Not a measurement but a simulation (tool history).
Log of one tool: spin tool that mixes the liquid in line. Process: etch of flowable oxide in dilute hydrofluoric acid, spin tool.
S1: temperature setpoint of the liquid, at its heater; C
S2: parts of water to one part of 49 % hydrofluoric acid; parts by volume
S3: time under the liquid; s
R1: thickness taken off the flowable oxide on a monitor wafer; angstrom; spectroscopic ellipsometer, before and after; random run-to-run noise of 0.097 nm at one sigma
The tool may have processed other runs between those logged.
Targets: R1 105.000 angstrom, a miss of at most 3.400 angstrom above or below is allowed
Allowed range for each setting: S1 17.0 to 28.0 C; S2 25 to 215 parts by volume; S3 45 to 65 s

run  hour    S1   S2  S3       R1
  1   0.0  20.0  120  65  193.930
  2   7.2  20.0  120  45  135.990
  3  11.6  20.0  120  65  191.470
  4  20.5  19.5  130  65  169.470
  5  24.7  19.0  140  65  154.910
  6  32.2  18.5  150  65  139.400
  7  39.9  18.5  155  65  135.880
  8  48.5  18.5  160  65  129.170
  9  52.6  18.5  165  65  126.520
     53.8  -- hydrofluoric acid flow meter replaced
 10  53.8  17.0  185  65   91.487

4 candidate next runs follow, results not yet known. Just one meets every target within its allowed miss. Identify it.
  A  55.0  18.0  125  45   ?
  B  55.0  20.0  180  60   ?
  C  55.0  19.5  165  55   ?
  D  55.0  17.0  130  45   ?

move       R1
   A  101.890
   B   96.683
   C   96.242
   D   93.532
A: each result inside its tolerance
B: moves toward the targets from the last run without getting all of them in spec
C: moves toward the targets from the last run without getting all of them in spec
D: moves toward the targets from the last run without getting all of them in spec
Go with A: it meets all targets.
